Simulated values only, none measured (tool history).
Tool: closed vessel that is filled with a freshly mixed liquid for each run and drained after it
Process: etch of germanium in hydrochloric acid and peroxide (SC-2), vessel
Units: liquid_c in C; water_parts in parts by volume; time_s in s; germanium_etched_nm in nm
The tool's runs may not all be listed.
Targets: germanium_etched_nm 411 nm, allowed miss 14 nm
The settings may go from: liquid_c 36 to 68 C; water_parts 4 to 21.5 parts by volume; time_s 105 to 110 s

{"run": 1, "day": 0.0, "liquid_c": 52, "water_parts": 12, "time_s": 105, "germanium_etched_nm": 318.08}
{"run": 2, "day": 0.088, "liquid_c": 52, "water_parts": 8, "time_s": 105, "germanium_etched_nm": 324.1}
{"run": 3, "day": 0.317, "liquid_c": 52, "water_parts": 8, "time_s": 110, "germanium_etched_nm": 339}
{"run": 4, "day": 0.45, "liquid_c": 53.5, "water_parts": 8, "time_s": 110, "germanium_etched_nm": 354.81}
{"run": 5, "day": 0.521, "liquid_c": 55, "water_parts": 8, "time_s": 110, "germanium_etched_nm": 375.89}
{"run": 6, "day": 0.667, "liquid_c": 51.5, "water_parts": 8, "time_s": 110, "germanium_etched_nm": 331.6}
{"day": 0.738, "done": "chemicals flow meter replaced"}
{"run": 7, "day": 0.738, "liquid_c": 53, "water_parts": 8, "time_s": 110, "germanium_etched_nm": 341.22}
{"run": 8, "day": 0.917, "liquid_c": 54.5, "water_parts": 8, "time_s": 110, "germanium_etched_nm": 366.43}
{"run": 9, "day": 1.042, "liquid_c": 55.5, "water_parts": 8, "time_s": 110, "germanium_etched_nm": 373.85}
{"run": 10, "day": 1.267, "liquid_c": 56.5, "water_parts": 8, "time_s": 110, "germanium_etched_nm": 386.38}
{"run": 11, "day": 1.329, "liquid_c": 57, "water_parts": 8, "time_s": 110, "germanium_etched_nm": 393.1}

4 next moves are on the table. One of them brings every result within its allowed miss. Which?
{"run": "A", "day": 1.392, "liquid_c": 55.5, "water_parts": 6, "time_s": 105, "germanium_etched_nm": "?"}
{"run": "B", "day": 1.392, "liquid_c": 60, "water_parts": 6.5, "time_s": 105, "germanium_etched_nm": "?"}
{"run": "C", "day": 1.392, "liquid_c": 56.5, "water_parts": 8.5, "time_s": 105, "germanium_etched_nm": "?"}
{"run": "D", "day": 1.392, "liquid_c": 57.5, "water_parts": 8, "time_s": 105, "germanium_etched_nm": "?"}

move=A germanium_etched_nm=364.08
move=B germanium_etched_nm=415.76
move=C germanium_etched_nm=367.25
move=D germanium_etched_nm=380.36
A: further off than the last run
B: meets every target
C: further off than the last run
D: further off than the last run
Move B is the one to make.

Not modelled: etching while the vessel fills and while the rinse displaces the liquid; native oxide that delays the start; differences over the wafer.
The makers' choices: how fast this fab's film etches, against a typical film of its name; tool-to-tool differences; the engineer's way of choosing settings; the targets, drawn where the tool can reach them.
